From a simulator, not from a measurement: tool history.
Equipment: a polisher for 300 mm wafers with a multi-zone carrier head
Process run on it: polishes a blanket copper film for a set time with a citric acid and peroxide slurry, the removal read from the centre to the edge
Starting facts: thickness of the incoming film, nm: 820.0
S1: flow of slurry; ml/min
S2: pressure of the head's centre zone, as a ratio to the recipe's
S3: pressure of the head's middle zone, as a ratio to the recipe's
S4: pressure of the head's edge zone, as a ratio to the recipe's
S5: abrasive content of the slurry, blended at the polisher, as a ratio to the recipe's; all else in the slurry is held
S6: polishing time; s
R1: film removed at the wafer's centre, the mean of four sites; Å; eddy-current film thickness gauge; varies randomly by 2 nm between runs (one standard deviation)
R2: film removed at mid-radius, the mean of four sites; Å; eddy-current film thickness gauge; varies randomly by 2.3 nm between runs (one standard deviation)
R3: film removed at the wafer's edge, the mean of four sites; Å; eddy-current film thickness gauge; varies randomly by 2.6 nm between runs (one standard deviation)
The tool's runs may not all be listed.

run,hour,S1,S2,S3,S4,S5,S6,R1,R2,R3
1,0,235,1,1,1,1,88,2431.3,2288.6,2288.7
2,2.1,235,1,1,1,1,107,2960.5,2803.8,2781.6
3,4.3,225,0.98,1.01,0.97,1,107,2910,2829,2721.2
4,11.8,225,0.98,1.01,0.97,1.15,107,3009.7,2924.7,2800.6
# hour 15.2: centre zone pressure recalibrated
5,15.2,260,0.98,1.01,0.97,1.15,107,2748.2,2921.3,2853.5
6,16.9,260,0.97,1.02,0.95,1.1,107,2701.7,2896.9,2733.9
7,23.5,200,0.91,1.06,0.86,1.05,107,2445,2881,2548.5

Forecast run 8:
8,25.9,195,0.91,1.06,0.85,1.05,107,?,?,?

{"run 8": {"R1": 2419.5, "R2": 2884.6, "R3": 2599.5}}

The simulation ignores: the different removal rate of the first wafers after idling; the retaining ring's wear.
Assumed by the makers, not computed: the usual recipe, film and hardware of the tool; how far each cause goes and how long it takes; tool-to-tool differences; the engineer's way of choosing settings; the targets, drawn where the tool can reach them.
